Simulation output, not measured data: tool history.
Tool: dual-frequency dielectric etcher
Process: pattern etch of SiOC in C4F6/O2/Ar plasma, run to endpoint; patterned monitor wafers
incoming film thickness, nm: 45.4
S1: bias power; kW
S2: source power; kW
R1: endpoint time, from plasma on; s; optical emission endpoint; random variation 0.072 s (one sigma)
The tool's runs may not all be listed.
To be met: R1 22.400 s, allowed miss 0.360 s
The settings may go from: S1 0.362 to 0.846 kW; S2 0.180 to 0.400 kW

run  hour     S1     S2      R1
  1   0.0  0.604  0.290  16.975
  2   4.5  0.547  0.290  17.500
  3  12.9  0.547  0.320  16.840
  4  16.8  0.547  0.360  15.976
  5  24.9  0.458  0.360  16.983
  6  33.1  0.458  0.320  17.941
  7  41.4  0.447  0.310  18.253
  8  48.1  0.438  0.300  18.842
  9  51.5  0.430  0.290  19.074
     56.0  -- wet clean of the chamber
 10  56.0  0.422  0.280  20.380

5 next moves are on the table. One of them brings every result within its allowed miss. Which?
  A  60.5  0.440  0.320   ?
  B  60.5  0.420  0.310   ?
  C  60.5  0.441  0.220   ?
  D  60.5  0.441  0.260   ?
  E  60.5  0.554  0.300   ?

move      R1
   A  18.948
   B  19.513
   C  22.189
   D  20.653
   E  17.923
A: further off than the last run
B: further off than the last run
C: meets every target
D: nearer than the last run, and not there yet
E: further off than the last run
The right move is C.

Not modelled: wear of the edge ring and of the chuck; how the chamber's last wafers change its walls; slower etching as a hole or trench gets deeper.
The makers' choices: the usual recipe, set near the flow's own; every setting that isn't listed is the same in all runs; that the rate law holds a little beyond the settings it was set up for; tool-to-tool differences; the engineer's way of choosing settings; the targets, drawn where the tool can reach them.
